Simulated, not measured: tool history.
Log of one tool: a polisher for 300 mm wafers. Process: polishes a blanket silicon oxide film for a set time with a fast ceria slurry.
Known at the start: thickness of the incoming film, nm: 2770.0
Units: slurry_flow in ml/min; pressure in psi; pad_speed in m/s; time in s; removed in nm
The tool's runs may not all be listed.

| run | hour | slurry_flow | pressure | pad_speed | time | removed |
|---|---|---|---|---|---|---|
| 1 | 0.0 | 180 | 3.3 | 1.04 | 71 | 1312.30 |
| 2 | 7.8 | 180 | 3.3 | 1.04 | 71 | 1286.00 |
| 3 | 12.6 | 180 | 3.3 | 1.22 | 71 | 1529.20 |
| 4 | 19.1 | 160 | 2.8 | 1.02 | 71 | 1077.20 |
| 5 | 20.9 | 160 | 2.8 | 1.02 | 71 | 1071.60 |
| 6 | 28.7 | 160 | 2.8 | 1.02 | 74 | 1132.50 |
| 7 | 29.3 | 145 | 2.4 | 0.86 | 73 | 821.13 |
| 8 | 32.6 | 140 | 2.2 | 0.76 | 73 | 669.59 |

The next listed run, before its measurement:
| 9 | 33.5 | 140 | 2.2 | 0.76 | 73 | ? |

{"run 9": {"removed": 672.77}}
